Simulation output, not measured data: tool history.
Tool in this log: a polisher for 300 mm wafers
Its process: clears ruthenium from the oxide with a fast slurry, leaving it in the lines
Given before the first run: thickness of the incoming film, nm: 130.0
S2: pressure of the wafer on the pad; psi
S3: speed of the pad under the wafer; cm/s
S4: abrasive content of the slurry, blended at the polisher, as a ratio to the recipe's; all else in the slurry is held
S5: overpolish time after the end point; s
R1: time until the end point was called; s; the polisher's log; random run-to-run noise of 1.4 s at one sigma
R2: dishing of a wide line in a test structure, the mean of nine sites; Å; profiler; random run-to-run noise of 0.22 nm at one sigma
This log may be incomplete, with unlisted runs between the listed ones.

Run 1, hour 0: flow of slurry (ml/min) 260, S2 1.8 psi, S3 98 cm/s, S4 1, S5 15 s. Result: R1 49.16 s, R2 312.19 Å.
Run 2, hour 5.7: flow of slurry (ml/min) 260, S2 1.8 psi, S3 98 cm/s, S4 1, S5 21 s. Result: R1 50.202 s, R2 441.32 Å.
Run 3, hour 13.1: flow of slurry (ml/min) 305, S2 1.8 psi, S3 98 cm/s, S4 1, S5 21 s. Result: R1 48.992 s, R2 424.37 Å.
Run 4, hour 16.6: flow of slurry (ml/min) 305, S2 1.8 psi, S3 98 cm/s, S4 1, S5 15 s. Result: R1 47.494 s, R2 313.97 Å.
Run 5, hour 25: flow of slurry (ml/min) 305, S2 2 psi, S3 98 cm/s, S4 1, S5 15 s. Result: R1 45.503 s, R2 339.3 Å.
Run 6, hour 27.5: flow of slurry (ml/min) 305, S2 2 psi, S3 78 cm/s, S4 1, S5 15 s. Result: R1 56.424 s, R2 279.55 Å.

Run 7 comes next. What will it give?
Run 7, hour 31.2: flow of slurry (ml/min) 305, S2 1.8 psi, S3 74 cm/s, S4 1, S5 13 s. Result: R1 ?, R2 ?.

Logged for run 7: R1 63.345 s, R2 227.71 Å.
